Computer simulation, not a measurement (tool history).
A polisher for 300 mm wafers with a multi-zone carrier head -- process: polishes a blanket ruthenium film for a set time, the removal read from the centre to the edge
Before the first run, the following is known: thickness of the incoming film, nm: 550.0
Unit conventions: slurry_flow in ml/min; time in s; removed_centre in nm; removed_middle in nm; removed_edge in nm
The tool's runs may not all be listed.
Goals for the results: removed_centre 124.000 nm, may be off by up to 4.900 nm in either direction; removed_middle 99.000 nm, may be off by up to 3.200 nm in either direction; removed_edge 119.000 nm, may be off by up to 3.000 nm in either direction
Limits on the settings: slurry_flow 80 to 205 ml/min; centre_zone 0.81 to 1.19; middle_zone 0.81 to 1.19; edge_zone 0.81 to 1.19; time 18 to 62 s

run 1 hour=0.0 | slurry_flow=135 centre_zone=1.00 middle_zone=1.00 edge_zone=1.00 time=40 | removed_centre=90.848 removed_middle=88.912 removed_edge=87.582
run 2 hour=3.5 | slurry_flow=135 centre_zone=0.94 middle_zone=1.00 edge_zone=1.00 time=40 | removed_centre=85.443 removed_middle=86.831 removed_edge=87.422
run 3 hour=11.4 | slurry_flow=150 centre_zone=0.98 middle_zone=0.95 edge_zone=1.06 time=42 | removed_centre=92.486 removed_middle=90.178 removed_edge=95.762
run 4 hour=13.9 | slurry_flow=150 centre_zone=0.98 middle_zone=0.98 edge_zone=1.06 time=42 | removed_centre=92.364 removed_middle=92.345 removed_edge=95.640
run 5 hour=18.8 | slurry_flow=155 centre_zone=1.04 middle_zone=0.93 edge_zone=1.10 time=44 | removed_centre=105.470 removed_middle=93.203 removed_edge=102.230
run 6 hour=23.8 | slurry_flow=155 centre_zone=1.04 middle_zone=0.93 edge_zone=1.10 time=51 | removed_centre=118.200 removed_middle=106.150 removed_edge=119.240
run 7 hour=24.6 | slurry_flow=150 centre_zone=1.06 middle_zone=0.91 edge_zone=1.11 time=51 | removed_centre=123.820 removed_middle=107.020 removed_edge=119.730
run 8 hour=29.3 | slurry_flow=150 centre_zone=1.06 middle_zone=0.88 edge_zone=1.11 time=51 | removed_centre=119.340 removed_middle=102.380 removed_edge=118.150

Which single option among these 4 for the next run brings every result within its allowed miss of target? Just one does.
run A hour=34.0 | slurry_flow=200 centre_zone=1.11 middle_zone=0.92 edge_zone=1.07 time=48 | removed_centre=? removed_middle=? removed_edge=?
run B hour=34.0 | slurry_flow=170 centre_zone=1.08 middle_zone=0.84 edge_zone=1.14 time=50 | removed_centre=? removed_middle=? removed_edge=?
run C hour=34.0 | slurry_flow=150 centre_zone=1.07 middle_zone=0.90 edge_zone=1.04 time=52 | removed_centre=? removed_middle=? removed_edge=?
run D hour=34.0 | slurry_flow=180 centre_zone=0.99 middle_zone=0.87 edge_zone=1.04 time=52 | removed_centre=? removed_middle=? removed_edge=?

move=A removed_centre=122.530 removed_middle=104.040 removed_edge=113.140
move=B removed_centre=121.160 removed_middle=98.642 removed_edge=119.950
move=C removed_centre=122.410 removed_middle=106.510 removed_edge=117.510
move=D removed_centre=116.460 removed_middle=106.370 removed_edge=119.730
A: its largest miss is bigger than the last run's
B: each result inside its tolerance
C: its largest miss is bigger than the last run's
D: its largest miss is bigger than the last run's
The move that meets every target is B.
